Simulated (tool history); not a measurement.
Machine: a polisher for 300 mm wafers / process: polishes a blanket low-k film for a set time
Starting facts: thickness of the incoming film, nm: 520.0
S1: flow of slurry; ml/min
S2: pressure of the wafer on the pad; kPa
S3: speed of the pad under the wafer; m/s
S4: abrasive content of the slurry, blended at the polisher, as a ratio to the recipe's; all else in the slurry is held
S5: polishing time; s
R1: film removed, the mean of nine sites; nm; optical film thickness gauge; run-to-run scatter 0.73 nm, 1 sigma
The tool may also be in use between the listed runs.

{"run": 1, "hour": 0.0, "S1": 260, "S2": 12.4, "S3": 1.28, "S4": 1.0, "S5": 81, "R1": 38.142}
{"run": 2, "hour": 4.8, "S1": 300, "S2": 12.4, "S3": 1.28, "S4": 1.0, "S5": 81, "R1": 37.45}
{"run": 3, "hour": 8.5, "S1": 250, "S2": 12.4, "S3": 1.28, "S4": 1.0, "S5": 81, "R1": 38.238}
{"run": 4, "hour": 14.0, "S1": 250, "S2": 14.5, "S3": 1.28, "S4": 1.0, "S5": 81, "R1": 42.218}
{"run": 5, "hour": 21.1, "S1": 250, "S2": 15.2, "S3": 1.3, "S4": 1.0, "S5": 81, "R1": 44.193}
{"run": 6, "hour": 28.3, "S1": 250, "S2": 15.9, "S3": 1.32, "S4": 1.0, "S5": 81, "R1": 46.912}
{"run": 7, "hour": 30.4, "S1": 250, "S2": 16.5, "S3": 1.34, "S4": 1.0, "S5": 81, "R1": 48.784}
{"run": 8, "hour": 38.8, "S1": 250, "S2": 16.5, "S3": 1.36, "S4": 1.0, "S5": 81, "R1": 49.005}
{"run": 9, "hour": 44.6, "S1": 250, "S2": 16.5, "S3": 1.38, "S4": 1.0, "S5": 81, "R1": 50.374}
{"run": 10, "hour": 48.0, "S1": 250, "S2": 16.5, "S3": 1.4, "S4": 1.0, "S5": 81, "R1": 51.408}

Estimate the outcome of run 11 from the log above:
{"run": 11, "hour": 50.2, "S1": 250, "S2": 17.9, "S3": 1.44, "S4": 1.0, "S5": 81, "R1": "?"}

R1: 55.610 nm
